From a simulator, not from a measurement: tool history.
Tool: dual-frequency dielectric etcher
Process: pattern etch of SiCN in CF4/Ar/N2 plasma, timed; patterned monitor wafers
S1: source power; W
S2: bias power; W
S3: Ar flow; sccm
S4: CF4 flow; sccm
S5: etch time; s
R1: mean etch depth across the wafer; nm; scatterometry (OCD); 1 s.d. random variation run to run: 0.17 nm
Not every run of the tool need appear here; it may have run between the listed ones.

run	hour	S1	S2	S3	S4	S5	R1
1	0	310	72	80	67	154.5	99.106
2	8.3	310	72	80	59	154.5	97.956
3	12.6	290	72	80	59	154.5	92.074
4	17.1	290	72	80	50	154.5	90.327
5	23.9	290	78	80	50	154.5	94.035
6	30.9	280	78	80	50	154.5	90.871

Predict the results of run 7:
7	32.8	270	78	80	50	154.5	?

R1: 87.638 nm
